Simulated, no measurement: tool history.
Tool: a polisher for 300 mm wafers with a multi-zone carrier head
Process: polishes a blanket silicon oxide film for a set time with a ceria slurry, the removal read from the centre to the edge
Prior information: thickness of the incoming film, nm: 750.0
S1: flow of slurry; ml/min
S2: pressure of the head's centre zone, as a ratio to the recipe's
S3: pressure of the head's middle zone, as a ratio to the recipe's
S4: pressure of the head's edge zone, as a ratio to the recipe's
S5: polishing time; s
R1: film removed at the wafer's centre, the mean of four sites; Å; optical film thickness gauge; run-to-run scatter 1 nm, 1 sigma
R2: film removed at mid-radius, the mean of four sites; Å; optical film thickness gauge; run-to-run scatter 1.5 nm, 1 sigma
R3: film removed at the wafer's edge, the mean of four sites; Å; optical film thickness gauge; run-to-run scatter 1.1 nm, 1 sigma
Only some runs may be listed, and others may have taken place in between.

run	hour	S1	S2	S3	S4	S5	R1	R2	R3
1	0.0	185	1.00	1.00	1.00	43	1868.9	1843.8	1822.4
2	4.7	185	1.00	1.00	1.00	51	2207.6	2276.3	2206.1
3	6.2	185	1.00	1.06	1.00	51	2216.3	2295.9	2212.6
4	11.7	180	1.00	1.05	0.99	44	1928.1	1968.7	1809.3
5	17.5	180	1.08	1.05	0.99	44	2039.0	2020.2	1807.6
6	19.5	180	1.08	1.05	1.07	44	2039.0	2021.9	1926.1
7	25.1	180	1.08	1.05	1.07	44	2060.3	2030.8	1907.4
8	29.4	175	1.05	1.02	1.04	39	1761.5	1745.7	1651.5
9	36.4	175	1.03	0.98	1.01	36	1602.0	1518.7	1531.4
10	38.6	175	1.03	0.98	1.01	36	1594.9	1551.7	1515.6
11	46.2	170	1.02	0.96	0.98	33	1424.7	1406.1	1356.5
12	50.7	170	1.02	0.93	0.96	31	1338.7	1259.3	1302.8
13	57.7	165	1.03	0.93	0.93	30	1322.9	1245.2	1230.4
14	65.5	160	1.03	0.92	0.91	29	1263.0	1150.0	1182.4
15	68.4	155	1.03	0.93	0.89	28	1213.3	1123.9	1092.7
16	70.3	150	1.02	0.92	0.89	28	1201.1	1101.8	1095.5
17	71.4	145	1.01	0.92	0.89	28	1191.5	1110.8	1106.1
18	77.9	140	1.01	0.92	0.88	28	1177.3	1101.2	1096.1
19	79.1	135	1.01	0.92	0.87	28	1171.7	1088.2	1066.5
20	82.9	130	1.01	0.92	0.87	28	1160.3	1095.5	1076.0

What will run 21 give?
21	87.4	130	1.01	0.92	0.86	28	?	?	?

R1: 1160.7 Å
R2: 1078.5 Å
R3: 1076.5 Å
